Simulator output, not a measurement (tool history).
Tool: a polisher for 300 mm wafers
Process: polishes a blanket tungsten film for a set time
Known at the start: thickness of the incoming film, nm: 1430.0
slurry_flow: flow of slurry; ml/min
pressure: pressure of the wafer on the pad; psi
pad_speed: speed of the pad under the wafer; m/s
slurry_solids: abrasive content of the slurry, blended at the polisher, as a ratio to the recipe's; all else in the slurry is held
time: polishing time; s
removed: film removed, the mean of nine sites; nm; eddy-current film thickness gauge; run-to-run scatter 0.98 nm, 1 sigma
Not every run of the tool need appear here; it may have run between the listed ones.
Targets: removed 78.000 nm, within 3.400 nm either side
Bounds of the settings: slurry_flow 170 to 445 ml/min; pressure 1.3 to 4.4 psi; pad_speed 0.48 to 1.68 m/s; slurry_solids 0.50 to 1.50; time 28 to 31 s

run	hour	slurry_flow	pressure	pad_speed	slurry_solids	time	removed
1	0.0	285	2.8	1.08	1.00	31	148.980
2	3.3	285	2.8	1.08	0.90	31	151.760
3	6.7	285	2.6	1.06	0.90	31	135.370
4	15.2	250	2.6	1.06	0.90	31	133.460
5	18.5	250	2.6	1.06	0.90	31	132.520
6	22.9	250	2.6	1.30	0.90	31	158.750
7	26.7	250	2.4	1.26	0.90	31	141.600
8	35.3	250	2.2	1.24	0.90	31	130.610
9	42.0	250	2.1	1.20	0.90	31	116.900
10	43.8	250	2.0	1.20	0.90	31	111.160
11	47.6	250	1.9	1.20	0.90	31	107.370
12	49.3	250	1.8	1.20	0.90	31	106.510
13	58.1	250	1.7	1.18	0.90	31	98.557
14	63.1	250	1.6	1.16	0.90	31	91.424

4 next moves are on the table. One of them brings every result within its allowed miss. Which?
A	68.1	245	1.7	1.36	0.90	31	?
B	68.1	240	2.5	0.66	0.75	28	?
C	68.1	235	1.8	1.50	1.00	28	?
D	68.1	255	1.8	1.32	0.95	30	?

move	removed
A	106.330
B	77.718
C	111.630
D	107.520
A: lands further from the targets than the last run did
B: every result within its allowed miss
C: lands further from the targets than the last run did
D: lands further from the targets than the last run did
The move that meets every target is B.

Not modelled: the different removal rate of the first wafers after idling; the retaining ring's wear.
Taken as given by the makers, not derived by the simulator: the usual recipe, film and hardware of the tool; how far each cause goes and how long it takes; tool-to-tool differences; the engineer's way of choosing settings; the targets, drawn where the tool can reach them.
